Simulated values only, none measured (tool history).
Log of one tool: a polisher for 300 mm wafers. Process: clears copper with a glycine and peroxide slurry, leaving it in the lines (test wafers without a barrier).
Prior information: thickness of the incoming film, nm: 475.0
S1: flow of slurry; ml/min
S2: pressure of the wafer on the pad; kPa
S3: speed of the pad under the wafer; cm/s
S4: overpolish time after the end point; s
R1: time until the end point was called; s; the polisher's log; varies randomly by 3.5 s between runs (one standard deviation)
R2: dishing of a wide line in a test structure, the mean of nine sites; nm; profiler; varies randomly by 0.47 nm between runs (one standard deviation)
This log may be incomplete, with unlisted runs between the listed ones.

run 1 hour=0 | S1=235 S2=22.1 S3=76 S4=28 | R1=110.41 R2=70.933
run 2 hour=5.2 | S1=235 S2=20.7 S3=72 S4=25 | R1=118.97 R2=62.124
run 3 hour=10.4 | S1=280 S2=20.7 S3=72 S4=25 | R1=116.85 R2=62.857
run 4 hour=14.4 | S1=280 S2=19.3 S3=68 S4=23 | R1=129.24 R2=54.59
run 5 hour=21.5 | S1=280 S2=17.9 S3=66 S4=22 | R1=139.84 R2=50.624
run 6 hour=26.5 | S1=280 S2=16.5 S3=66 S4=21 | R1=153.2 R2=45.846
run 7 hour=33.9 | S1=280 S2=15.9 S3=66 S4=20 | R1=152.25 R2=43.366
run 8 hour=38.2 | S1=280 S2=15.2 S3=66 S4=20 | R1=153.8 R2=41.642

Predict the results of run 9:
run 9 hour=42.7 | S1=280 S2=14.5 S3=66 S4=20 | R1=? R2=?

Run 9 measured R1 161.96 s, R2 40.409 nm.
